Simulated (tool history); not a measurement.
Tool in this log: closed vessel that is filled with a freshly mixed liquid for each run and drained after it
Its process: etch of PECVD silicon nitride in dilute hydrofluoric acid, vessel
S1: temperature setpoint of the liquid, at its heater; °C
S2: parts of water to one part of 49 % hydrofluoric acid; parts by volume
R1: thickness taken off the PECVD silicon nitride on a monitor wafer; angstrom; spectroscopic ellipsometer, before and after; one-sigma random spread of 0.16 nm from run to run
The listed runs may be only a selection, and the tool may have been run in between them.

Run 1, hour 0: S1 21 °C, S2 50 parts by volume, time in the liquid (s) 670. Result: R1 340.74 angstrom.
Run 2, hour 2.5: S1 20 °C, S2 55 parts by volume, time in the liquid (s) 670. Result: R1 290.42 angstrom.
Run 3, hour 3.2: S1 19.5 °C, S2 60 parts by volume, time in the liquid (s) 670. Result: R1 252.72 angstrom.
Run 4, hour 3.9: S1 19 °C, S2 60 parts by volume, time in the liquid (s) 670. Result: R1 249.03 angstrom.
Run 5, hour 8.1: S1 17 °C, S2 60 parts by volume, time in the liquid (s) 670. Result: R1 215.51 angstrom.
Run 6, hour 13.2: S1 17 °C, S2 65 parts by volume, time in the liquid (s) 670. Result: R1 199.26 angstrom.
Run 7, hour 14.8: S1 17 °C, S2 70 parts by volume, time in the liquid (s) 670. Result: R1 183.46 angstrom.
Run 8, hour 23.1: S1 17.5 °C, S2 70 parts by volume, time in the liquid (s) 670. Result: R1 189.96 angstrom.
Run 9, hour 24.8: S1 17 °C, S2 70 parts by volume, time in the liquid (s) 670. Result: R1 181.87 angstrom.

Run 10 has not been measured yet. What should we expect?
Run 10, hour 31.3: S1 17.5 °C, S2 70 parts by volume, time in the liquid (s) 670. Result: R1 ?.

{"run 10": {"R1": 188.04}}
